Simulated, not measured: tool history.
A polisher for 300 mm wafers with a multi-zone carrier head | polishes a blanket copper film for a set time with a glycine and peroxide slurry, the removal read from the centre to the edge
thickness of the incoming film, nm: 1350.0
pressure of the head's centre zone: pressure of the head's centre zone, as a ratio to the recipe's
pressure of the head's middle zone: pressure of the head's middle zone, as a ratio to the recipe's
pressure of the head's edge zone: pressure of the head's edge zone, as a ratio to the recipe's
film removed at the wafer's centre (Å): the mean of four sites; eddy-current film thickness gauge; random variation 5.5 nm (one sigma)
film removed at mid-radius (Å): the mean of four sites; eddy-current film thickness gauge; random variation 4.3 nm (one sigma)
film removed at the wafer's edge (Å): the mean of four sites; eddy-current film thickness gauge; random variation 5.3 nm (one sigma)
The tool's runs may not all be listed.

run	hour	flow of slurry (ml/min)	pressure of the head's centre zone	pressure of the head's middle zone	pressure of the head's edge zone	polishing time (s)	film removed at the wafer's centre (Å)	film removed at mid-radius (Å)	film removed at the wafer's edge (Å)
1	0	225	1	1	1	82	5577.2	5435.2	5796
2	4.9	225	1.02	1.01	0.96	78	5389.3	5209.2	5308.4
3	7.1	225	1.02	0.93	0.96	78	5388.5	4890.3	5325
4	13.4	225	1.09	0.93	0.96	78	5763.8	4940	5378.3
5	17.3	200	1.09	0.93	0.96	78	5650	4759.8	5200.8
6	22.2	200	1.09	0.93	0.96	60	4372.6	3710.1	4046.2
7	24.4	265	1.15	1.03	0.96	63	5003.7	4390.4	4403.4

The next listed run, before its measurement:
8	25.2	270	1.15	1.04	0.95	63	?	?	?

{"run 8": {"film removed at the wafer's centre (Å)": 5087.6, "film removed at mid-radius (Å)": 4453.6, "film removed at the wafer's edge (Å)": 4334}}
